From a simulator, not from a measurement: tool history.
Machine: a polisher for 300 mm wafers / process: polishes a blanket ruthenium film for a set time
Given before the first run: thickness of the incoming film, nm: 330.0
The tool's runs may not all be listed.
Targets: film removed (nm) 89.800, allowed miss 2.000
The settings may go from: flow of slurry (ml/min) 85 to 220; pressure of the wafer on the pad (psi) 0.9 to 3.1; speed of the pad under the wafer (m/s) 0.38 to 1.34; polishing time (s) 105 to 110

run  hour  flow of slurry (ml/min)  pressure of the wafer on the pad (psi)  speed of the pad under the wafer (m/s)  polishing time (s)  film removed (nm)
  1   0.0                      140                                     2.0                                    0.86                 105            104.810
  2   5.6                      140                                     2.3                                    0.86                 105            120.920
  3   8.2                      140                                     2.3                                    0.86                 110            126.290
  4  10.0                      140                                     2.3                                    0.78                 110            114.510
  5  16.7                      140                                     2.3                                    0.78                 105            109.640
  6  22.3                      135                                     2.2                                    0.78                 105            104.440
  7  28.4                      130                                     2.1                                    0.78                 105             97.916
  8  31.7                      125                                     2.1                                    0.78                 105             98.890
  9  32.8                      125                                     2.0                                    0.78                 105             93.913
 10  37.0                      120                                     2.0                                    0.78                 105             93.411
 11  44.2                      115                                     2.0                                    0.78                 105             93.825

Next run, 4 choices. One meets every target within its allowed miss, the rest don't. Which?
  A  51.4                      120                                     2.0                                    0.80                 105                  ?
  B  51.4                      115                                     1.9                                    0.80                 105                  ?
  C  51.4                       85                                     2.4                                    0.62                 105                  ?
  D  51.4                       95                                     2.2                                    0.66                 105                  ?

move  film removed (nm)
   A             95.648
   B             90.457
   C             84.859
   D             84.212
A: further off than the last run
B: every result lands within tolerance
C: takes the biggest miss from the last run beyond its target
D: takes the biggest miss from the last run beyond its target
B is the move that brings every result within its allowed miss.

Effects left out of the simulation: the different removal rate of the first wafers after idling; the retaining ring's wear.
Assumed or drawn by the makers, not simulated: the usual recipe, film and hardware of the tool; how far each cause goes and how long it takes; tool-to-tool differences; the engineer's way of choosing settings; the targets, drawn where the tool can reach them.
